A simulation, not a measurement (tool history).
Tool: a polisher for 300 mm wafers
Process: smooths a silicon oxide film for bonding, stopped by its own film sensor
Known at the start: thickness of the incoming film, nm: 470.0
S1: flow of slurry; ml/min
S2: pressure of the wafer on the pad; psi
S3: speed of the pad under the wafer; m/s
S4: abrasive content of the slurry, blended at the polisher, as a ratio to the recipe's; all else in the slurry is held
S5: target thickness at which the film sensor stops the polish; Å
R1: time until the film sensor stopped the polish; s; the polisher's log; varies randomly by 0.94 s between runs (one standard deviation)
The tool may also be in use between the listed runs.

| run | hour | S1 | S2 | S3 | S4 | S5 | R1 |
|---|---|---|---|---|---|---|---|
| 1 | 0 | 145 | 2.7 | 0.92 | 1 | 3640 | 116.08 |
| 2 | 3.4 | 145 | 2.7 | 0.72 | 1 | 3640 | 138.13 |
| 3 | 5.1 | 150 | 3.1 | 0.72 | 1 | 3640 | 122.43 |
| 4 | 9.3 | 150 | 2.8 | 0.72 | 1 | 3640 | 136.65 |
| 5 | 14.9 | 150 | 2.8 | 0.56 | 1 | 3640 | 164.12 |
| 6 | 21.2 | 150 | 3.2 | 0.62 | 1 | 3640 | 133.05 |

What will run 7 give?
| 7 | 23.3 | 150 | 3.5 | 0.66 | 1 | 3640 | ? |

{"run 7": {"R1": 114.79}}
